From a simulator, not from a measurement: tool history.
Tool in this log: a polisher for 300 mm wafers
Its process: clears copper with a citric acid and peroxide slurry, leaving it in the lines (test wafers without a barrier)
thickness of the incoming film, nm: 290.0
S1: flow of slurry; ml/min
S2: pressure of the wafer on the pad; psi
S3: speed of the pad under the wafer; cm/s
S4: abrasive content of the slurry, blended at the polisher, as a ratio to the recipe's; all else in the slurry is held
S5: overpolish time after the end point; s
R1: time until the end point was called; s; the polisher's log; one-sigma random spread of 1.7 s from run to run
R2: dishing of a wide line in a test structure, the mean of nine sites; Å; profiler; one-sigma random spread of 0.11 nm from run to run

run 1 hour=0 | S1=220 S2=3.6 S3=90 S4=1 S5=8 | R1=142.82 R2=135.56
run 2 hour=2.4 | S1=220 S2=3.6 S3=82 S4=1 S5=8 | R1=156.09 R2=122.81
run 3 hour=8 | S1=220 S2=3.6 S3=82 S4=1 S5=11 | R1=156.33 R2=170.13
run 4 hour=13.1 | S1=170 S2=3.6 S3=82 S4=1 S5=11 | R1=164.18 R2=164.86
run 5 hour=15 | S1=190 S2=3.7 S3=82 S4=1 S5=9 | R1=154.79 R2=139.47
run 6 hour=18.4 | S1=190 S2=4.5 S3=82 S4=1 S5=9 | R1=127.47 R2=167
run 7 hour=26.8 | S1=205 S2=4.4 S3=80 S4=1 S5=5 | R1=133.61 R2=94.363

The next listed run, before its measurement:
run 8 hour=28.5 | S1=205 S2=4.4 S3=80 S4=1 S5=5 | R1=? R2=?

{"run 8": {"R1": 132.41, "R2": 91.754}}
